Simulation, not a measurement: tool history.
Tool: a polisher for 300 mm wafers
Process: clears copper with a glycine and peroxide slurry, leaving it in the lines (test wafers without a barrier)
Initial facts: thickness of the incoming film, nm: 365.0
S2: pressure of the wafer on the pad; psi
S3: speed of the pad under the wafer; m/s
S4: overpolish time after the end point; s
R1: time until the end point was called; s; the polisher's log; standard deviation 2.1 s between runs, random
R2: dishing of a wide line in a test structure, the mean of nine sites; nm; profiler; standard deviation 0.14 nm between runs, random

{"run": 1, "hour": 0.0, "flow of slurry (ml/min)": 270, "S2": 1.8, "S3": 0.9, "S4": 9, "R1": 94.59, "R2": 21.269}
{"run": 2, "hour": 6.2, "flow of slurry (ml/min)": 270, "S2": 1.7, "S3": 0.88, "S4": 8, "R1": 97.191, "R2": 18.204}
{"run": 3, "hour": 9.7, "flow of slurry (ml/min)": 270, "S2": 1.7, "S3": 0.88, "S4": 10, "R1": 98.884, "R2": 22.508}
{"run": 4, "hour": 14.9, "flow of slurry (ml/min)": 270, "S2": 1.7, "S3": 0.88, "S4": 7, "R1": 100.36, "R2": 16.009}
{"run": 5, "hour": 21.8, "flow of slurry (ml/min)": 270, "S2": 1.7, "S3": 1.1, "S4": 7, "R1": 85.423, "R2": 18.272}
{"run": 6, "hour": 25.4, "flow of slurry (ml/min)": 210, "S2": 1.7, "S3": 1.1, "S4": 7, "R1": 85.799, "R2": 17.973}

For run 7, what comes out?
{"run": 7, "hour": 29.7, "flow of slurry (ml/min)": 205, "S2": 1.2, "S3": 0.96, "S4": 4, "R1": "?", "R2": "?"}

Run 7 produced R1 118.000 s, R2 8.021 nm.

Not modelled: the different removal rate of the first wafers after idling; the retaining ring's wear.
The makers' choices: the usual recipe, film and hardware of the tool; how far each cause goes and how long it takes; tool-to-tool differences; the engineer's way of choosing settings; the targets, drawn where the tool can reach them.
